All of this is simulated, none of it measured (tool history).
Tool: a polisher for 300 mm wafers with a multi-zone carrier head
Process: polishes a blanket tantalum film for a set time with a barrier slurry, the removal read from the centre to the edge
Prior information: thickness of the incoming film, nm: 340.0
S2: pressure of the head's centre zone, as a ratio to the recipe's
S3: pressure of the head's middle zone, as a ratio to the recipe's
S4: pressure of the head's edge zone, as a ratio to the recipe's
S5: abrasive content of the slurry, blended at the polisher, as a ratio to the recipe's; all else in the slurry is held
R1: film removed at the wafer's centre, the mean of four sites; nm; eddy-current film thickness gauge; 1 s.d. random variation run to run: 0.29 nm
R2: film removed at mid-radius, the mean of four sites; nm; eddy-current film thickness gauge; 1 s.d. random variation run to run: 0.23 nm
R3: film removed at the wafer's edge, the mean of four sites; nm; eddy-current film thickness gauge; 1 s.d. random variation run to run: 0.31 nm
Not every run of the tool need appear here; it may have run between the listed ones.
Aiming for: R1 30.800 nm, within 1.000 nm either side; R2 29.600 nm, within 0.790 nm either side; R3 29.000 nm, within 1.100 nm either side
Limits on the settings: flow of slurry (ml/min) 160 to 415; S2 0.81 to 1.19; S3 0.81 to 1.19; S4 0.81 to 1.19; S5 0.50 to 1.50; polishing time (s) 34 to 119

run 1 day=0.000 | flow_of_slurry_(ml/min)=265 S2=1.00 S3=1.00 S4=1.00 S5=1.00 polishing_time_(s)=76 | R1=58.006 R2=57.727 R3=59.101
run 2 day=0.162 | flow_of_slurry_(ml/min)=265 S2=1.00 S3=1.00 S4=1.00 S5=0.85 polishing_time_(s)=76 | R1=54.283 R2=53.349 R3=55.701
run 3 day=0.442 | flow_of_slurry_(ml/min)=265 S2=1.00 S3=1.00 S4=0.93 S5=0.85 polishing_time_(s)=76 | R1=53.066 R2=54.346 R3=53.352
run 4 day=0.758 | flow_of_slurry_(ml/min)=265 S2=1.00 S3=1.00 S4=0.93 S5=0.95 polishing_time_(s)=76 | R1=56.589 R2=56.925 R3=56.010
run 5 day=1.004 | flow_of_slurry_(ml/min)=265 S2=1.01 S3=0.99 S4=0.91 S5=0.90 polishing_time_(s)=71 | R1=52.245 R2=50.854 R3=49.743
run 6 day=1.296 | flow_of_slurry_(ml/min)=265 S2=1.00 S3=0.98 S4=0.90 S5=0.85 polishing_time_(s)=67 | R1=47.110 R2=47.134 R3=45.974
run 7 day=1.379 | flow_of_slurry_(ml/min)=265 S2=1.00 S3=0.97 S4=0.89 S5=0.80 polishing_time_(s)=64 | R1=44.099 R2=43.031 R3=41.522
run 8 day=1.738 | flow_of_slurry_(ml/min)=265 S2=0.99 S3=0.95 S4=0.88 S5=0.75 polishing_time_(s)=63 | R1=41.664 R2=40.866 R3=40.483
run 9 day=1.771 | flow_of_slurry_(ml/min)=265 S2=0.99 S3=0.95 S4=0.88 S5=0.75 polishing_time_(s)=63 | R1=41.342 R2=40.763 R3=40.189
run 10 day=2.125 | flow_of_slurry_(ml/min)=270 S2=0.99 S3=0.94 S4=0.87 S5=0.70 polishing_time_(s)=61 | R1=38.136 R2=37.464 R3=36.519
run 11 day=2.179 | flow_of_slurry_(ml/min)=285 S2=0.96 S3=0.85 S4=0.81 S5=0.50 polishing_time_(s)=57 | R1=24.854 R2=24.129 R3=23.917
run 12 day=2.350 | flow_of_slurry_(ml/min)=285 S2=0.97 S3=0.87 S4=0.82 S5=0.50 polishing_time_(s)=56 | R1=25.191 R2=23.931 R3=23.625
run 13 day=2.575 | flow_of_slurry_(ml/min)=275 S2=0.98 S3=0.89 S4=0.83 S5=0.50 polishing_time_(s)=56 | R1=25.437 R2=24.323 R3=23.737
run 14 day=2.850 | flow_of_slurry_(ml/min)=280 S2=0.99 S3=0.91 S4=0.86 S5=0.50 polishing_time_(s)=56 | R1=25.669 R2=24.517 R3=24.101
run 15 day=2.875 | flow_of_slurry_(ml/min)=265 S2=1.00 S3=0.92 S4=0.87 S5=0.50 polishing_time_(s)=56 | R1=25.529 R2=24.410 R3=24.231
run 16 day=3.058 | flow_of_slurry_(ml/min)=265 S2=1.01 S3=0.93 S4=0.88 S5=0.50 polishing_time_(s)=56 | R1=25.778 R2=24.491 R3=24.486
run 17 day=3.358 | flow_of_slurry_(ml/min)=260 S2=1.02 S3=0.94 S4=0.89 S5=0.50 polishing_time_(s)=56 | R1=26.197 R2=24.479 R3=24.531
run 18 day=3.475 | flow_of_slurry_(ml/min)=255 S2=1.02 S3=0.96 S4=0.90 S5=0.50 polishing_time_(s)=56 | R1=25.770 R2=24.400 R3=24.213
run 19 day=3.562 | flow_of_slurry_(ml/min)=255 S2=1.02 S3=0.97 S4=0.90 S5=0.50 polishing_time_(s)=56 | R1=25.918 R2=24.545 R3=23.939
run 20 day=3.846 | flow_of_slurry_(ml/min)=255 S2=1.01 S3=0.96 S4=0.89 S5=0.60 polishing_time_(s)=56 | R1=31.626 R2=30.444 R3=29.964

Below are 4 possible settings for the next run. Only one of them brings all results inside the allowed miss of their targets. Which is it?
run A day=4.129 | flow_of_slurry_(ml/min)=290 S2=1.04 S3=0.89 S4=0.91 S5=0.55 polishing_time_(s)=58 | R1=? R2=? R3=?
run B day=4.129 | flow_of_slurry_(ml/min)=265 S2=1.00 S3=0.93 S4=0.84 S5=1.00 polishing_time_(s)=40 | R1=? R2=? R3=?
run C day=4.129 | flow_of_slurry_(ml/min)=160 S2=1.00 S3=0.89 S4=0.94 S5=0.65 polishing_time_(s)=57 | R1=? R2=? R3=?
run D day=4.129 | flow_of_slurry_(ml/min)=225 S2=1.02 S3=0.95 S4=0.89 S5=1.00 polishing_time_(s)=44 | R1=? R2=? R3=?

move=A R1=31.287 R2=28.043 R3=29.103
move=B R1=30.917 R2=29.313 R3=28.837
move=C R1=31.453 R2=29.485 R3=31.770
move=D R1=33.788 R2=31.895 R3=31.989
A: carries the result that was furthest off beyond its target, to the other side
B: all results in spec
C: brings the result that was furthest off to its target, and leaves another outside
D: misses by more than the last run did
Answer: B
